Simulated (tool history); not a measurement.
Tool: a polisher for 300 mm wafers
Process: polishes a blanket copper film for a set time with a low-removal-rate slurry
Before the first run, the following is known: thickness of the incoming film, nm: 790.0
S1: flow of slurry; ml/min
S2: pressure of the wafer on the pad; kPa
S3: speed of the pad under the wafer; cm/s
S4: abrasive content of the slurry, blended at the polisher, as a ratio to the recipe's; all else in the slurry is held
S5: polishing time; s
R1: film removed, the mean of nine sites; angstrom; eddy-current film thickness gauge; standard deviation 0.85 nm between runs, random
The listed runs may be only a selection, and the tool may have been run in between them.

run,hour,S1,S2,S3,S4,S5,R1
1,0,310,20.7,116,1,31,1123
2,3.9,310,24.1,116,1,31,1273.7
3,12.1,310,22.1,116,1,31,1176.9
4,21.1,310,25.5,116,1,31,1338
5,22.7,310,23.4,116,1,31,1219
6,24.2,310,21.4,116,1,31,1155.5
7,32.6,310,20,116,1,31,1082.3

Run 8 is up next; what results do you expect?
8,38.7,310,18.6,116,1,31,?

{"run 8": {"R1": 1027.1}}

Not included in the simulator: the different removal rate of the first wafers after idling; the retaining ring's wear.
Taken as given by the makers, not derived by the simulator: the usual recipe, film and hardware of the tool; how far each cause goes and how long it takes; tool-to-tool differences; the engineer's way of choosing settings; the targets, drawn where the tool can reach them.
